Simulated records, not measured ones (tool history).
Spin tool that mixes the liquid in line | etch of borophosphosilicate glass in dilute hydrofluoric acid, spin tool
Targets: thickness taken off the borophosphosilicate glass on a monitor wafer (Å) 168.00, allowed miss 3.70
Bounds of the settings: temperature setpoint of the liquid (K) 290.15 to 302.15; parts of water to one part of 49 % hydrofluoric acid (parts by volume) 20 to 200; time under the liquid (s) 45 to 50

run	hour	temperature setpoint of the liquid (K)	parts of water to one part of 49 % hydrofluoric acid (parts by volume)	time under the liquid (s)	thickness taken off the borophosphosilicate glass on a monitor wafer (Å)
1	0.0	294.15	110	45	238.70
2	8.0	294.15	145	45	175.43
3	11.1	294.15	180	45	134.63
4	19.7	294.15	180	45	135.25
5	28.4	294.15	180	45	135.81
6	36.8	292.65	180	45	126.10
7	37.4	294.65	180	45	138.69
8	42.7	294.65	180	45	137.32
9	49.2	296.15	180	45	145.86

Which of these 4 next moves meets every target?
A	55.7	294.15	185	45	?
B	55.7	295.15	200	50	?
C	55.7	295.15	170	50	?
D	55.7	296.15	185	50	?

move	thickness taken off the borophosphosilicate glass on a monitor wafer (Å)
A	131.22
B	137.97
C	167.49
D	157.35
A: further off than the last run
B: further off than the last run
C: meets every target
D: nearer than the last run, and not there yet
Answer: C
